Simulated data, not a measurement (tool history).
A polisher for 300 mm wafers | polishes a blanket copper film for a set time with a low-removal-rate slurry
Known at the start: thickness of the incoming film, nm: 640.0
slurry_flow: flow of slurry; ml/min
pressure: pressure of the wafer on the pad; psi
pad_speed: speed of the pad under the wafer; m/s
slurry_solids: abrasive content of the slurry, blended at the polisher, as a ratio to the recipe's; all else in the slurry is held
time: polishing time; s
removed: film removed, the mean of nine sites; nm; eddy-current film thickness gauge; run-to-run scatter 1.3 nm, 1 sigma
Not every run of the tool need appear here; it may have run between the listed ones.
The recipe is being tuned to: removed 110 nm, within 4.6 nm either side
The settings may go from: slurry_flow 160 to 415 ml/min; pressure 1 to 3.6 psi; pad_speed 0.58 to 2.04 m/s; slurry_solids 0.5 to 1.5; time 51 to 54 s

run,hour,slurry_flow,pressure,pad_speed,slurry_solids,time,removed
1,0,265,2.3,1.3,1,51,152.71
2,1.6,265,2.7,1.3,1,51,179.18
3,7.9,265,2.5,1.3,1,51,165.87
4,16.6,265,2.5,1.3,0.85,51,157.16
5,22.4,205,2.5,1.3,0.85,51,157.92
6,27.2,205,2.5,1.3,0.85,54,164.76
7,32.7,205,2.5,1.3,0.85,54,168.77
8,40.8,205,2.4,1.3,0.85,54,156.08
9,49.6,205,2.3,1.3,0.85,54,154.69
10,53.3,205,2.2,1.3,0.85,54,149.42
11,58.8,205,2.1,1.3,0.85,54,139.74
12,64.1,205,2,1.3,0.85,54,133.4
13,71.4,205,1.9,1.3,0.85,54,131.08
14,78.6,205,1.8,1.3,0.85,54,123.02
15,82.1,205,1.5,1.3,0.85,54,100.98

Pick the move, out of 4, that brings all results within their allowed miss; only one does.
A,85.6,210,1.9,1.24,0.9,54,?
B,85.6,175,2.1,1.12,0.9,54,?
C,85.6,160,1.8,1.3,0.9,53,?
D,85.6,225,1.5,1.4,0.85,53,?

move,removed
A,123.86
B,121.2
C,117.17
D,108.77
A: takes the result that was furthest off past its target
B: takes the result that was furthest off past its target
C: takes the result that was furthest off past its target
D: every result within its allowed miss
Answer: D

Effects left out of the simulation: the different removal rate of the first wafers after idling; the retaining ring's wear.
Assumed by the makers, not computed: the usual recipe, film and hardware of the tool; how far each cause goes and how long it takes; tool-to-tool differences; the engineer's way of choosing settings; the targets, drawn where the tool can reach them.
